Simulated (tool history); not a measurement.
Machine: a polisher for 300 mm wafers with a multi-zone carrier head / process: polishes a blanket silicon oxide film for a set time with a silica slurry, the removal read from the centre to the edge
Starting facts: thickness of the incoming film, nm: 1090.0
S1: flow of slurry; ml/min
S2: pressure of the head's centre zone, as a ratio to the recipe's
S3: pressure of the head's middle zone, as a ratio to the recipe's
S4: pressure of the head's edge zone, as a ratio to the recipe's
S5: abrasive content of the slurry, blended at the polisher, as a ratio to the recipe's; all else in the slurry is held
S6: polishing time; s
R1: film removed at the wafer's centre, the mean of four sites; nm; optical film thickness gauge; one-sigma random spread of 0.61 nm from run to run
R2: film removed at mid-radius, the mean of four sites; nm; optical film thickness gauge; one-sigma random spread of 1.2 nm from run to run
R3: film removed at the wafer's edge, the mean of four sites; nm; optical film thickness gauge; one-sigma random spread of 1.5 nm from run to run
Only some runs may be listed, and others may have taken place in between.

{"run": 1, "day": 0.0, "S1": 225, "S2": 1, "S3": 1, "S4": 1, "S5": 1, "S6": 48, "R1": 128.15, "R2": 122.17, "R3": 121.11}
{"run": 2, "day": 0.108, "S1": 220, "S2": 0.97, "S3": 1.01, "S4": 0.98, "S5": 1, "S6": 48, "R1": 123.28, "R2": 123.51, "R3": 116.99}
{"run": 3, "day": 0.25, "S1": 220, "S2": 0.93, "S3": 1.01, "S4": 0.98, "S5": 1, "S6": 48, "R1": 117.17, "R2": 123.15, "R3": 121.44}
{"run": 4, "day": 0.3, "S1": 210, "S2": 0.91, "S3": 1.01, "S4": 0.95, "S5": 1, "S6": 48, "R1": 116.06, "R2": 123.03, "R3": 117.46}
{"run": 5, "day": 0.458, "S1": 205, "S2": 0.89, "S3": 1.01, "S4": 0.94, "S5": 0.95, "S6": 48, "R1": 109.41, "R2": 119.82, "R3": 114.54}
{"run": 6, "day": 0.779, "S1": 205, "S2": 0.89, "S3": 1.01, "S4": 0.94, "S5": 1.05, "S6": 48, "R1": 115.11, "R2": 125.21, "R3": 121.36}
{"run": 7, "day": 0.808, "S1": 200, "S2": 0.88, "S3": 1.01, "S4": 0.92, "S5": 1, "S6": 48, "R1": 111.25, "R2": 121.73, "R3": 115.54}
{"run": 8, "day": 0.875, "S1": 195, "S2": 0.87, "S3": 1.01, "S4": 0.91, "S5": 1, "S6": 48, "R1": 108.91, "R2": 123.66, "R3": 114.54}
{"run": 9, "day": 1.096, "S1": 190, "S2": 0.86, "S3": 1, "S4": 0.9, "S5": 1, "S6": 48, "R1": 108.15, "R2": 122.08, "R3": 113.21}
{"day": 1.158, "done": "centre zone pressure recalibrated"}
{"run": 10, "day": 1.158, "S1": 185, "S2": 0.85, "S3": 1, "S4": 0.89, "S5": 1, "S6": 48, "R1": 100.55, "R2": 120.05, "R3": 111.27}
{"run": 11, "day": 1.475, "S1": 185, "S2": 0.85, "S3": 1, "S4": 0.88, "S5": 1, "S6": 48, "R1": 99.89, "R2": 118.4, "R3": 112.94}
{"run": 12, "day": 1.567, "S1": 185, "S2": 0.86, "S3": 1.01, "S4": 0.87, "S5": 1, "S6": 48, "R1": 102.68, "R2": 121.31, "R3": 110.07}

Expected results for the next run?
{"run": 13, "day": 1.808, "S1": 180, "S2": 0.86, "S3": 1.01, "S4": 0.87, "S5": 1, "S6": 48, "R1": "?", "R2": "?", "R3": "?"}

Logged for run 13: R1 101.16 nm, R2 120.9 nm, R3 111.32 nm.

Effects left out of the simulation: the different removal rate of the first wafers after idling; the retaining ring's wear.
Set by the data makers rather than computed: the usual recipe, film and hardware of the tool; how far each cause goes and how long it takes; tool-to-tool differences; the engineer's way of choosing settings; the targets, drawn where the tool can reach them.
